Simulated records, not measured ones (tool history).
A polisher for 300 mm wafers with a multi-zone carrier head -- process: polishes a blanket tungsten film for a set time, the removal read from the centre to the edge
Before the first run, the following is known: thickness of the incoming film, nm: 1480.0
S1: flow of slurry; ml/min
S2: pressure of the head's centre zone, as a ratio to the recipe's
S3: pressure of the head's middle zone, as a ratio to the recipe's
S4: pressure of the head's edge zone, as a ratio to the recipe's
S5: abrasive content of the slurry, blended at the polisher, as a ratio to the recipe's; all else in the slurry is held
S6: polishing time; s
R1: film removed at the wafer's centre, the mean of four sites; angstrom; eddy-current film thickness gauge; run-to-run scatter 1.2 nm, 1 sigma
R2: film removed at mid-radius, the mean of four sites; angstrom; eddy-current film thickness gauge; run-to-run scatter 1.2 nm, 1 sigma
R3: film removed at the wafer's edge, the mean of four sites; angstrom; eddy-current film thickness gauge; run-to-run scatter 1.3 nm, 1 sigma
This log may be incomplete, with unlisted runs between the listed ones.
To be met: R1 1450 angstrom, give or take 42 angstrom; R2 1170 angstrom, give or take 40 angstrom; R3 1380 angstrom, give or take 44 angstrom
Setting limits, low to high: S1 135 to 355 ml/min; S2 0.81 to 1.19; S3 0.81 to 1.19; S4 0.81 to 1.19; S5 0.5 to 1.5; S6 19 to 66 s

run,day,S1,S2,S3,S4,S5,S6,R1,R2,R3
1,0,225,1,1,1,1,42,1823,1830.6,1856.1
2,0.329,215,1.01,0.94,0.98,0.85,40,1681.5,1589.8,1669.2
3,0.654,200,1.02,0.9,0.99,0.75,39,1581.8,1448.4,1574.4
4,0.742,200,1.02,0.9,0.92,0.75,39,1574.8,1420.5,1554.8
5,0.942,200,1.02,0.82,0.92,0.75,39,1602.5,1326.2,1549.6
6,1.308,200,1.02,0.82,0.88,0.75,39,1591.1,1328.8,1527
7,1.521,160,1.04,0.81,0.91,0.5,37,1317.4,1092.8,1292.8
# day 1.7: slurry nozzle cleaned
8,1.7,225,1.07,0.82,0.94,0.55,37,1564,1213.6,1421.7
9,1.983,215,1.06,0.82,0.94,0.55,37,1519.1,1234.6,1412.5
10,2.025,205,1.06,0.82,0.95,0.55,37,1535.4,1217.7,1421.3
11,2.392,195,1.06,0.82,0.95,0.55,37,1523.6,1203.8,1434.5
12,2.467,190,1.06,0.82,0.94,0.55,37,1526.5,1230.1,1392.4
13,2.6,170,1.04,0.81,0.98,0.5,36,1360.8,1137.4,1334.4

Which single option among these 5 for the next run brings every result within its allowed miss of target? Just one does.
A,2.733,175,1.05,0.84,1.04,0.5,34,?,?,?
B,2.733,215,1.01,0.85,0.94,0.5,35,?,?,?
C,2.733,230,0.94,0.9,1.01,0.9,30,?,?,?
D,2.733,175,1.08,0.84,1.01,0.6,35,?,?,?
E,2.733,135,1,0.82,0.98,0.5,37,?,?,?

move,R1,R2,R3
A,1330.6,1098.4,1283
B,1352,1169.2,1294.1
C,1260.2,1227.1,1326.9
D,1475.3,1183.6,1367.4
E,1328.1,1134.2,1333
A: the biggest miss grows against the last run
B: the biggest miss grows against the last run
C: the biggest miss grows against the last run
D: hits every target within its allowed miss
E: the biggest miss grows against the last run
D meets every target.
